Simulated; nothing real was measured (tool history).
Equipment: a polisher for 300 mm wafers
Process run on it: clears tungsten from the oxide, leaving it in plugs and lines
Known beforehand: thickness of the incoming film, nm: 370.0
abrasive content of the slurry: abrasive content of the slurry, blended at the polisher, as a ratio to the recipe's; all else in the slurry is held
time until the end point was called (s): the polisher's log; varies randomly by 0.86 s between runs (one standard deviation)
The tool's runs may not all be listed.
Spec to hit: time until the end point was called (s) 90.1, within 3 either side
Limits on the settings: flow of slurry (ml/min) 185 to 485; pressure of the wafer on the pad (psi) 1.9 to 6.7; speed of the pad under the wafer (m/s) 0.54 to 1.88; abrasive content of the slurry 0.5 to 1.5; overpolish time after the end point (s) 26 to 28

run	hour	flow of slurry (ml/min)	pressure of the wafer on the pad (psi)	speed of the pad under the wafer (m/s)	abrasive content of the slurry	overpolish time after the end point (s)	time until the end point was called (s)
1	0	310	4.3	1.2	1	26	50.735
2	1.9	310	3.9	1.2	1	26	55.129
3	6.5	310	4.3	1.2	1	26	50.182
4	7.4	310	5.2	1.2	1	26	41.4
5	13.7	310	5.2	1.2	1.1	26	40.181
6	19.9	310	4.2	1.2	1.1	26	49.811
7	27.1	310	3.8	1.18	1.1	26	56.577
8	32.6	310	3.5	1.18	1.1	26	60.619
9	41	310	3.2	1.18	1.1	26	65.403
10	48.8	310	3	1.18	1.1	26	70.219
11	56.5	310	2.8	1.18	1.1	26	74.306
12	57.6	310	2.7	1.18	1.1	26	78.762
13	66	310	2.6	1.18	1.1	26	80.545
14	66.5	310	2	1.18	1.1	26	104.68
15	75	310	2.1	1.18	1.1	26	97.283
16	75.5	310	2.2	1.18	1.1	26	94.182

Exactly one of the 4 candidate moves below puts every result within its allowed miss. Which one?
A	76	370	2.2	1.12	1.35	28	?
B	76	245	2.5	1.1	0.8	28	?
C	76	390	2.5	0.9	1.05	28	?
D	76	305	1.9	1.3	1.2	26	?

move	time until the end point was called (s)
A	89.444
B	98.203
C	101.98
D	95.164
A: all results land within tolerance of their targets
B: further off than the last run
C: further off than the last run
D: further off than the last run
Go with A: it meets all targets.
